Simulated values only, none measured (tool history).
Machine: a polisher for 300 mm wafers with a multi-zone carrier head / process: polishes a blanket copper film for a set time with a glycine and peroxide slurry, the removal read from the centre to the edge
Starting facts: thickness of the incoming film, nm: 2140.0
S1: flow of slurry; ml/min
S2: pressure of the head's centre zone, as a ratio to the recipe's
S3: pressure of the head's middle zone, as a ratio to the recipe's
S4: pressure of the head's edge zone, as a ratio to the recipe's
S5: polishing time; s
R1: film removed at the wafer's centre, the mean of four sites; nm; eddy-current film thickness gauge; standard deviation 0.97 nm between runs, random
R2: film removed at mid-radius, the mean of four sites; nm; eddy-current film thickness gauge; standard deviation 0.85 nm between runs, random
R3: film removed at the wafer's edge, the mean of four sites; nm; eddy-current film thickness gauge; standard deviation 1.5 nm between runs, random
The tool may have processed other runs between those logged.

run 1 hour=0 | S1=180 S2=1 S3=1 S4=1 S5=44 | R1=178.96 R2=181.81 R3=178.37
run 2 hour=1.3 | S1=175 S2=0.97 S3=1.01 S4=0.95 S5=39 | R1=154.66 R2=161.2 R3=154.4
run 3 hour=3.1 | S1=175 S2=0.97 S3=1.06 S4=0.95 S5=39 | R1=154.51 R2=169.26 R3=158.57
run 4 hour=10.2 | S1=180 S2=0.94 S3=1.06 S4=0.91 S5=35 | R1=131.67 R2=151.73 R3=137.05
run 5 hour=18.6 | S1=180 S2=0.94 S3=1.06 S4=0.91 S5=24 | R1=91.452 R2=104.21 R3=92.003
run 6 hour=21.9 | S1=135 S2=0.94 S3=1.06 S4=0.91 S5=24 | R1=86.387 R2=101.1 R3=92.763
run 7 hour=23 | S1=160 S2=0.95 S3=1.1 S4=0.96 S5=24 | R1=92.238 R2=106.39 R3=96.796
run 8 hour=25.4 | S1=180 S2=0.94 S3=1.13 S4=0.98 S5=25 | R1=94.937 R2=114.99 R3=101.65
run 9 hour=26.9 | S1=200 S2=0.95 S3=1.14 S4=1 S5=25 | R1=95.72 R2=116.27 R3=102.39
run 10 hour=29 | S1=205 S2=0.96 S3=1.15 S4=1.01 S5=25 | R1=98.563 R2=117.89 R3=101.52
run 11 hour=33.6 | S1=210 S2=0.96 S3=1.16 S4=1.03 S5=26 | R1=103.17 R2=123.22 R3=109.43

Run 12 comes next. What will it give?
run 12 hour=38.5 | S1=220 S2=0.96 S3=1.17 S4=1.03 S5=26 | R1=? R2=? R3=?

For run 12 the tool returned R1 103.16 nm, R2 125.59 nm, R3 108.24 nm.
